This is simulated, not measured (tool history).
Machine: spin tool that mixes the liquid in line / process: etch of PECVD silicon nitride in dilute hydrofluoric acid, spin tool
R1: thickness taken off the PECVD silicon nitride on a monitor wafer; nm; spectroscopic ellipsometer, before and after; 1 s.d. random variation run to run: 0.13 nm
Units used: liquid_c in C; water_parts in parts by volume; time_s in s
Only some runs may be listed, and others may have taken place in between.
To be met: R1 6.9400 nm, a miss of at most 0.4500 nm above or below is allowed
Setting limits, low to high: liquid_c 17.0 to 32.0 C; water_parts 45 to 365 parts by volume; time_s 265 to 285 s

{"run": 1, "day": 0.0, "liquid_c": 24.0, "water_parts": 205, "time_s": 265, "R1": 2.016}
{"run": 2, "day": 0.154, "liquid_c": 24.0, "water_parts": 155, "time_s": 265, "R1": 2.712}
{"run": 3, "day": 0.4, "liquid_c": 24.0, "water_parts": 225, "time_s": 265, "R1": 1.8685}
{"run": 4, "day": 0.646, "liquid_c": 26.0, "water_parts": 175, "time_s": 270, "R1": 2.8055}
{"run": 5, "day": 0.696, "liquid_c": 26.0, "water_parts": 115, "time_s": 270, "R1": 4.2235}
{"run": 6, "day": 0.742, "liquid_c": 26.0, "water_parts": 115, "time_s": 265, "R1": 4.0958}
{"run": 7, "day": 1.1, "liquid_c": 27.5, "water_parts": 110, "time_s": 265, "R1": 4.5191}
{"run": 8, "day": 1.188, "liquid_c": 28.5, "water_parts": 100, "time_s": 265, "R1": 5.3176}
{"run": 9, "day": 1.304, "liquid_c": 29.5, "water_parts": 100, "time_s": 265, "R1": 5.8532}
{"run": 10, "day": 1.346, "liquid_c": 30.0, "water_parts": 100, "time_s": 265, "R1": 6.063}
{"run": 11, "day": 1.388, "liquid_c": 30.5, "water_parts": 100, "time_s": 265, "R1": 6.3076}
{"day": 1.567, "done": "thermometer replaced"}
{"run": 12, "day": 1.567, "liquid_c": 32.0, "water_parts": 95, "time_s": 265, "R1": 8.3393}
{"run": 13, "day": 1.75, "liquid_c": 31.5, "water_parts": 95, "time_s": 265, "R1": 8.1065}
{"run": 14, "day": 2.062, "liquid_c": 31.0, "water_parts": 95, "time_s": 265, "R1": 7.9033}

Consider the 4 candidate settings below. Which is the only one whose results all fall within their allowed miss of target?
{"run": "A", "day": 2.375, "liquid_c": 32.0, "water_parts": 110, "time_s": 275, "R1": "?"}
{"run": "B", "day": 2.375, "liquid_c": 30.5, "water_parts": 95, "time_s": 280, "R1": "?"}
{"run": "C", "day": 2.375, "liquid_c": 30.5, "water_parts": 110, "time_s": 275, "R1": "?"}
{"run": "D", "day": 2.375, "liquid_c": 32.0, "water_parts": 105, "time_s": 285, "R1": "?"}

move=A R1=7.4667
move=B R1=8.0331
move=C R1=6.8059
move=D R1=8.1122
A: nearer than the last run, and not there yet
B: lands further from the targets than the last run did
C: each result inside its tolerance
D: lands further from the targets than the last run did
C meets every target.
